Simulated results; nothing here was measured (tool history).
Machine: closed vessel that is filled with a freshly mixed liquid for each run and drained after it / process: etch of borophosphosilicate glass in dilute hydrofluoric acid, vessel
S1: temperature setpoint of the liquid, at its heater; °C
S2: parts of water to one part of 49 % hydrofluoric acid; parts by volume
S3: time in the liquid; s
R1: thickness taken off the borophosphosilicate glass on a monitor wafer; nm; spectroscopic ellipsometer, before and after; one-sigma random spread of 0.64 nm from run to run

run 1 hour=0.0 | S1=24.0 S2=215 S3=235 | R1=52.325
run 2 hour=7.2 | S1=24.0 S2=255 S3=235 | R1=43.102
run 3 hour=12.8 | S1=24.0 S2=255 S3=250 | R1=46.107
run 4 hour=16.6 | S1=25.5 S2=245 S3=250 | R1=50.832
run 5 hour=25.4 | S1=25.5 S2=215 S3=250 | R1=59.989
run 6 hour=28.4 | S1=28.5 S2=215 S3=250 | R1=66.965
run 7 hour=30.5 | S1=29.0 S2=210 S3=250 | R1=70.151
run 8 hour=32.0 | S1=29.5 S2=205 S3=250 | R1=73.193

Expected results for the next run?
run 9 hour=38.9 | S1=30.0 S2=205 S3=250 | R1=?

R1: 74.146 nm
